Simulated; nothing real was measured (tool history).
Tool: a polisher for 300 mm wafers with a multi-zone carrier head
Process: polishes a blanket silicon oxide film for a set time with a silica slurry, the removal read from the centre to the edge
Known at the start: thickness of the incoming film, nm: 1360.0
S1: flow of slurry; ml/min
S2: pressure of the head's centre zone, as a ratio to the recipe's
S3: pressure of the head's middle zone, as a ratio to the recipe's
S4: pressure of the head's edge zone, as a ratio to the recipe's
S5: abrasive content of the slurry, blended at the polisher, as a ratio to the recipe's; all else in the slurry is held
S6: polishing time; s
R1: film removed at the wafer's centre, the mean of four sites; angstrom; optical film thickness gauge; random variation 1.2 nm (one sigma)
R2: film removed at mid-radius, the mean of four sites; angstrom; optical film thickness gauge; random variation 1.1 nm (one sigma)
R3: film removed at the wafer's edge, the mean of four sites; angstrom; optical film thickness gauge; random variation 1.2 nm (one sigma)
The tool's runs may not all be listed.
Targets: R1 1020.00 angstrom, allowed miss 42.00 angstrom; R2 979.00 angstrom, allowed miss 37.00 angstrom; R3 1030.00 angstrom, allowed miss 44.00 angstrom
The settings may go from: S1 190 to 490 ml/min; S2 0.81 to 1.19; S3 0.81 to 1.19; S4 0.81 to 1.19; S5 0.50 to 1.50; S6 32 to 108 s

| run | day | S1 | S2 | S3 | S4 | S5 | S6 | R1 | R2 | R3 |
|---|---|---|---|---|---|---|---|---|---|---|
| 1 | 0.000 | 315 | 1.00 | 1.00 | 1.00 | 1.00 | 70 | 2026.20 | 1995.40 | 2010.10 |
| 2 | 0.354 | 315 | 0.99 | 0.98 | 0.98 | 0.90 | 65 | 1720.30 | 1747.60 | 1750.10 |
| 3 | 0.542 | 315 | 1.00 | 0.95 | 0.97 | 0.80 | 61 | 1496.60 | 1442.50 | 1492.00 |
| 4 | 0.833 | 315 | 0.99 | 0.93 | 0.95 | 0.75 | 60 | 1365.70 | 1325.20 | 1382.50 |
|  | 0.954 | worn pad replaced by a new one |
| 5 | 0.954 | 390 | 0.99 | 0.93 | 0.95 | 0.75 | 60 | 1561.50 | 1471.00 | 1544.70 |
| 6 | 1.279 | 355 | 0.99 | 0.91 | 0.92 | 0.75 | 60 | 1555.50 | 1469.90 | 1499.90 |
| 7 | 1.408 | 330 | 1.00 | 0.93 | 0.94 | 0.70 | 60 | 1454.10 | 1407.10 | 1460.60 |
| 8 | 1.517 | 320 | 0.99 | 0.91 | 0.92 | 0.65 | 58 | 1317.40 | 1224.00 | 1250.20 |
| 9 | 1.717 | 295 | 0.98 | 0.90 | 0.93 | 0.65 | 58 | 1289.60 | 1199.40 | 1307.50 |
| 10 | 1.938 | 280 | 0.98 | 0.90 | 0.92 | 0.60 | 57 | 1158.00 | 1076.30 | 1166.60 |
| 11 | 2.125 | 265 | 0.98 | 0.91 | 0.91 | 0.60 | 57 | 1174.50 | 1071.00 | 1154.10 |
| 12 | 2.317 | 255 | 0.97 | 0.92 | 0.91 | 0.60 | 57 | 1153.00 | 1108.00 | 1139.60 |
| 13 | 2.458 | 245 | 0.96 | 0.91 | 0.91 | 0.60 | 57 | 1086.00 | 1084.90 | 1126.70 |
| 14 | 2.733 | 235 | 0.96 | 0.91 | 0.90 | 0.60 | 57 | 1101.20 | 1080.70 | 1124.50 |
| 15 | 2.879 | 235 | 0.95 | 0.87 | 0.86 | 0.50 | 55 | 854.93 | 810.14 | 850.71 |

5 next moves are on the table. One of them brings every result within its allowed miss. Which?
| A | 3.025 | 240 | 0.90 | 0.84 | 0.81 | 0.50 | 68 | ? | ? | ? |
| B | 3.025 | 240 | 0.98 | 0.98 | 0.81 | 0.50 | 46 | ? | ? | ? |
| C | 3.025 | 210 | 1.17 | 0.89 | 0.95 | 0.50 | 59 | ? | ? | ? |
| D | 3.025 | 325 | 1.01 | 0.87 | 0.81 | 0.75 | 39 | ? | ? | ? |
| E | 3.025 | 240 | 0.97 | 0.84 | 0.90 | 0.55 | 56 | ? | ? | ? |

| move | R1 | R2 | R3 |
|---|---|---|---|
| A | 1012.30 | 980.33 | 1046.70 |
| B | 744.95 | 753.47 | 706.74 |
| C | 1110.40 | 872.66 | 960.85 |
| D | 1024.70 | 908.12 | 934.03 |
| E | 1008.70 | 907.42 | 1016.10 |
A: meets every target
B: further off than the last run
C: nearer than the last run, and not there yet
D: nearer than the last run, and not there yet
E: nearer than the last run, and not there yet
Move A is the one to make.

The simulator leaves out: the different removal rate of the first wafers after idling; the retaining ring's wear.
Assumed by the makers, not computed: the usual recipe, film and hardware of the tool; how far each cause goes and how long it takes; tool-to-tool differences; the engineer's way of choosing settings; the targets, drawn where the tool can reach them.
